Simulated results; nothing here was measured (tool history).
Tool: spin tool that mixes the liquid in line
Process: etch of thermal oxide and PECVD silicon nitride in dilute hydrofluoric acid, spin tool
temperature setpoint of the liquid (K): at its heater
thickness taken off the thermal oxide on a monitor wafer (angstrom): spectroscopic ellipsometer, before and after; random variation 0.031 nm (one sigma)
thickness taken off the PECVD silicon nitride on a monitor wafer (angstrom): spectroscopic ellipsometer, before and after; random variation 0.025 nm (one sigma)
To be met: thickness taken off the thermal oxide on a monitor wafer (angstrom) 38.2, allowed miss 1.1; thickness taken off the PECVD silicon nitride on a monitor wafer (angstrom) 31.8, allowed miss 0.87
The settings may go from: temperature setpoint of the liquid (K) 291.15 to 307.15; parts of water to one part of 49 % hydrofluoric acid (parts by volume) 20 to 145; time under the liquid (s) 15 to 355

run,day,temperature setpoint of the liquid (K),parts of water to one part of 49 % hydrofluoric acid (parts by volume),time under the liquid (s),thickness taken off the thermal oxide on a monitor wafer (angstrom),thickness taken off the PECVD silicon nitride on a monitor wafer (angstrom)
1,0,299.15,80,180,112.52,104.52
2,0.125,297.15,95,180,87.412,78.005
3,0.358,297.15,85,180,99.323,86.228
4,0.488,297.15,60,180,145.3,123.3
5,0.85,296.15,80,180,100,84.996
6,1,295.15,95,180,81.195,69.033
7,1.258,294.15,105,180,69.824,56.825
8,1.621,294.15,115,180,62.06,51.916
9,1.962,293.65,125,175,54.505,46.173
10,2.292,293.15,130,170,48.75,41.025
11,2.642,292.65,135,170,46.666,38.77
12,2.838,292.65,140,165,44.079,35.684
13,3.183,292.65,140,160,41.564,35.108
14,3.538,292.15,145,160,39.659,32.652

Which of these 4 next moves meets every target?
A,3.892,295.65,145,125,?,?
B,3.892,297.15,145,120,?,?
C,3.892,293.15,125,125,?,?
D,3.892,291.15,145,175,?,?

move,thickness taken off the thermal oxide on a monitor wafer (angstrom),thickness taken off the PECVD silicon nitride on a monitor wafer (angstrom)
A,35.285,32.498
B,35.896,34.397
C,37.885,31.828
D,41.295,33.687
A: takes the result that was furthest off past its target
B: takes the result that was furthest off past its target
C: meets every target
D: further off than the last run
The right move is C.
